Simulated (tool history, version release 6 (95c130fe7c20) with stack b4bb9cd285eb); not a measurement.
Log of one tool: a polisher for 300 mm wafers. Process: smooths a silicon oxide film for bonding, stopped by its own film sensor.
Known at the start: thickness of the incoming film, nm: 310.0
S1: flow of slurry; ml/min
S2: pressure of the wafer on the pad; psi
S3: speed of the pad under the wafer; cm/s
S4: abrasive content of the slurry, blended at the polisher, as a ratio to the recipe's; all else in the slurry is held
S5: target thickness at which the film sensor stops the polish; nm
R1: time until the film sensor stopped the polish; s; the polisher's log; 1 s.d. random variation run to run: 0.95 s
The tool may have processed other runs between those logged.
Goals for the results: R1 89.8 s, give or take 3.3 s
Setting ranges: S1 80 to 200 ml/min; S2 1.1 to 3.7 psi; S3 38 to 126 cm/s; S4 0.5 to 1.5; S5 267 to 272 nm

| run | hour | S1 | S2 | S3 | S4 | S5 | R1 |
|---|---|---|---|---|---|---|---|
| 1 | 0 | 130 | 2.4 | 82 | 1 | 267 | 49.742 |
| 2 | 6.6 | 145 | 2.4 | 82 | 1 | 267 | 49.453 |
| 3 | 14.3 | 145 | 2.4 | 82 | 1 | 272 | 43.624 |
| 4 | 21 | 145 | 2.4 | 64 | 1 | 272 | 49.563 |
| 5 | 26 | 140 | 2 | 62 | 1 | 272 | 60.675 |
| 6 | 29.8 | 135 | 1.7 | 62 | 1 | 272 | 71.146 |
| 7 | 33.1 | 125 | 1.6 | 62 | 1 | 272 | 76.405 |
| 8 | 41 | 115 | 1.5 | 62 | 1 | 272 | 82.87 |
| 9 | 47.7 | 110 | 1.5 | 62 | 1 | 272 | 82.627 |
| 10 | 55.6 | 105 | 1.5 | 62 | 1 | 272 | 83.97 |

Which of these 4 next moves meets every target?
| A | 63.5 | 135 | 1.1 | 78 | 0.95 | 272 | ? |
| B | 63.5 | 90 | 1.2 | 74 | 1 | 271 | ? |
| C | 63.5 | 85 | 1.3 | 76 | 1.05 | 268 | ? |
| D | 63.5 | 80 | 1.4 | 76 | 1.1 | 268 | ? |

| move | R1 |
|---|---|
| A | 96.532 |
| B | 98.954 |
| C | 96.427 |
| D | 89.238 |
A: carries the result that was furthest off beyond its target, to the other side
B: carries the result that was furthest off beyond its target, to the other side
C: carries the result that was furthest off beyond its target, to the other side
D: hits every target within its allowed miss
Correct choice: D, which meets every target

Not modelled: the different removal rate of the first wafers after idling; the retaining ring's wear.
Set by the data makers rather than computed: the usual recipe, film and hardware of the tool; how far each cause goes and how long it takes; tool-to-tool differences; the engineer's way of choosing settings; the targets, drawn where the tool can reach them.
